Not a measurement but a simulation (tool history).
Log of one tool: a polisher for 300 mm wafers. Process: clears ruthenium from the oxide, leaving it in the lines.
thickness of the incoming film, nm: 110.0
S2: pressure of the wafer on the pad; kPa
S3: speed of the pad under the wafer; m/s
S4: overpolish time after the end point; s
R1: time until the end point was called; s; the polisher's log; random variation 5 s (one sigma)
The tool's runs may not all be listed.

{"run": 1, "hour": 0.0, "flow of slurry (ml/min)": 170, "S2": 9.7, "S3": 0.9, "S4": 16, "R1": 180.59}
{"run": 2, "hour": 5.9, "flow of slurry (ml/min)": 170, "S2": 9.7, "S3": 1.1, "S4": 16, "R1": 155.82}
{"run": 3, "hour": 13.1, "flow of slurry (ml/min)": 170, "S2": 11.7, "S3": 1.1, "S4": 16, "R1": 137.53}
{"run": 4, "hour": 14.8, "flow of slurry (ml/min)": 150, "S2": 11.7, "S3": 1.1, "S4": 16, "R1": 142.98}
{"hour": 21.8, "done": "slurry nozzle cleaned"}
{"run": 5, "hour": 21.8, "flow of slurry (ml/min)": 140, "S2": 10.3, "S3": 1.02, "S4": 16, "R1": 154.62}
{"run": 6, "hour": 26.8, "flow of slurry (ml/min)": 140, "S2": 12.4, "S3": 1.02, "S4": 16, "R1": 141.24}
{"run": 7, "hour": 28.8, "flow of slurry (ml/min)": 140, "S2": 10.3, "S3": 0.9, "S4": 16, "R1": 177.04}
{"run": 8, "hour": 30.8, "flow of slurry (ml/min)": 140, "S2": 9.0, "S3": 0.82, "S4": 16, "R1": 206.16}
{"run": 9, "hour": 33.7, "flow of slurry (ml/min)": 140, "S2": 8.3, "S3": 0.78, "S4": 16, "R1": 221.64}
{"run": 10, "hour": 40.3, "flow of slurry (ml/min)": 140, "S2": 7.6, "S3": 0.74, "S4": 16, "R1": 246.52}
{"run": 11, "hour": 47.3, "flow of slurry (ml/min)": 140, "S2": 6.9, "S3": 0.72, "S4": 16, "R1": 266.53}

The next listed run, before its measurement:
{"run": 12, "hour": 52.8, "flow of slurry (ml/min)": 140, "S2": 6.2, "S3": 0.72, "S4": 16, "R1": "?"}

R1: 274.85 s
